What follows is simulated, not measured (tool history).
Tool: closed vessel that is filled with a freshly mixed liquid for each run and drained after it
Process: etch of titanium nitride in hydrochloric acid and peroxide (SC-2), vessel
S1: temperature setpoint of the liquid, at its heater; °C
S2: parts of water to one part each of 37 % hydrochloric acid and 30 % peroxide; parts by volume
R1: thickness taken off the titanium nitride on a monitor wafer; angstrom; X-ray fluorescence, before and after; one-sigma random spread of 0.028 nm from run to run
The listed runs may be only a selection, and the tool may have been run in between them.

Run 1, hour 0.0: S1 52.0 °C, S2 7.0 parts by volume, time in the liquid (s) 730. Result: R1 146.22 angstrom.
Run 2, hour 4.4: S1 58.5 °C, S2 7.0 parts by volume, time in the liquid (s) 730. Result: R1 226.04 angstrom.
Run 3, hour 6.5: S1 58.5 °C, S2 5.0 parts by volume, time in the liquid (s) 730. Result: R1 289.46 angstrom.
Run 4, hour 14.7: S1 54.5 °C, S2 5.5 parts by volume, time in the liquid (s) 730. Result: R1 210.37 angstrom.
Run 5, hour 18.5: S1 51.0 °C, S2 6.0 parts by volume, time in the liquid (s) 730. Result: R1 155.15 angstrom.
Run 6, hour 27.1: S1 51.0 °C, S2 6.0 parts by volume, time in the liquid (s) 730. Result: R1 156.25 angstrom.

Run 7 is up next; what results do you expect?
Run 7, hour 29.5: S1 48.5 °C, S2 6.0 parts by volume, time in the liquid (s) 730. Result: R1 ?.

{"run 7": {"R1": 131.85}}
